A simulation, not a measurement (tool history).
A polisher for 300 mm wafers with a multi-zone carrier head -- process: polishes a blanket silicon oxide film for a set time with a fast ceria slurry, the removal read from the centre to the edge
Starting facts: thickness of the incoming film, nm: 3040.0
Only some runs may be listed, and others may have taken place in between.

run    day  flow of slurry (ml/min)  pressure of the head's centre zone  pressure of the head's middle zone  pressure of the head's edge zone  polishing time (s)  film removed at the wafer's centre (Å)  film removed at mid-radius (Å)  film removed at the wafer's edge (Å)
  1  0.000                      265                                1.00                                1.00                              1.00                  55                                  8899.6                          9086.3                                8953.1
  2  0.367                      260                                0.96                                1.00                              0.99                  54                                  8353.0                          8864.4                                8801.9
  3  0.562                      260                                0.96                                1.00                              0.95                  54                                  8295.3                          8899.0                                8525.6
  4  0.808                      260                                0.96                                1.00                              1.02                  54                                  8263.9                          8932.2                                8933.2
  5  1.079                      260                                1.01                                1.00                              1.02                  54                                  8674.5                          8976.2                                8806.0
  6  1.408                      260                                1.01                                1.00                              1.02                  62                                 10325.0                         10252.0                               10217.0
  7  1.642                      255                                0.97                                1.00                              1.00                  60                                  9415.7                          9822.7                                9740.1
  8  1.912                      235                                0.87                                0.97                              0.90                  54                                  7663.3                          8620.0                                8298.5
  9  2.271                      235                                0.87                                0.97                              0.90                  54                                  7784.0                          8617.2                                8336.6
 10  2.546                      235                                0.86                                0.98                              0.91                  54                                  7599.0                          8685.2                                8377.6
 11  2.788                      235                                0.86                                0.98                              0.91                  54                                  7509.3                          8580.6                                8125.2

Run 12 has not been measured yet. What should we expect?
 12  3.004                      235                                0.85                                0.98                              0.92                  54                                       ?                               ?                                     ?

{"run 12": {"film removed at the wafer's centre (Å)": 7390.3, "film removed at mid-radius (Å)": 8827.9, "film removed at the wafer's edge (Å)": 8248.9}}
